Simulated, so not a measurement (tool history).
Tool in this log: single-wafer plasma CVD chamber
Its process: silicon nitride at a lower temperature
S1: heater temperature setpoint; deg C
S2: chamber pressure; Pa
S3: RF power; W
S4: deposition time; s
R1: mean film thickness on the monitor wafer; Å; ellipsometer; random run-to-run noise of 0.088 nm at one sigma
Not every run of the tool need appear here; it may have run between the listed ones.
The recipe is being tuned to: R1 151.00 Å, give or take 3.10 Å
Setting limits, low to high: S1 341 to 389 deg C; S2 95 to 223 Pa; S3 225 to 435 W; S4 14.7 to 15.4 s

Run 1, hour 0.0: S1 365 deg C, S2 159 Pa, S3 330 W, S4 15.4 s. Result: R1 162.36 Å.
Run 2, hour 5.4: S1 365 deg C, S2 159 Pa, S3 305 W, S4 15.4 s. Result: R1 155.57 Å.
Run 3, hour 8.2: S1 365 deg C, S2 159 Pa, S3 325 W, S4 15.4 s. Result: R1 162.46 Å.
Run 4, hour 10.7: S1 365 deg C, S2 149 Pa, S3 320 W, S4 15.4 s. Result: R1 158.10 Å.
Run 5, hour 12.2: S1 365 deg C, S2 149 Pa, S3 345 W, S4 15.4 s. Result: R1 165.30 Å.
Run 6, hour 21.2: S1 365 deg C, S2 168 Pa, S3 345 W, S4 15.4 s. Result: R1 171.77 Å.
Run 7, hour 23.6: S1 365 deg C, S2 153 Pa, S3 340 W, S4 15.4 s. Result: R1 167.37 Å.
Run 8, hour 27.3: S1 365 deg C, S2 144 Pa, S3 330 W, S4 15.4 s. Result: R1 158.46 Å.
Run 9, hour 28.4: S1 365 deg C, S2 139 Pa, S3 330 W, S4 15.4 s. Result: R1 157.32 Å.
At hour 37.0: capacitance manometer re-zeroed and calibrated.
Run 10, hour 37.0: S1 365 deg C, S2 133 Pa, S3 330 W, S4 15.4 s. Result: R1 159.00 Å.
Run 11, hour 39.0: S1 365 deg C, S2 133 Pa, S3 330 W, S4 15.4 s. Result: R1 157.52 Å.

Consider the 4 candidate settings below. Which is the only one whose results all fall within their allowed miss of target?
Run A, hour 41.0: S1 360 deg C, S2 136 Pa, S3 340 W, S4 15.4 s. Result: R1 ?.
Run B, hour 41.0: S1 349 deg C, S2 100 Pa, S3 400 W, S4 14.9 s. Result: R1 ?.
Run C, hour 41.0: S1 382 deg C, S2 167 Pa, S3 295 W, S4 15.4 s. Result: R1 ?.
Run D, hour 41.0: S1 361 deg C, S2 171 Pa, S3 295 W, S4 14.7 s. Result: R1 ?.

move      R1
   A  162.82
   B  156.78
   C  156.73
   D  151.96
A: further off than the last run
B: closer than the last run, but not yet in spec
C: closer than the last run, but not yet in spec
D: every result lands within tolerance
So the answer is move D, the one that meets all the targets.
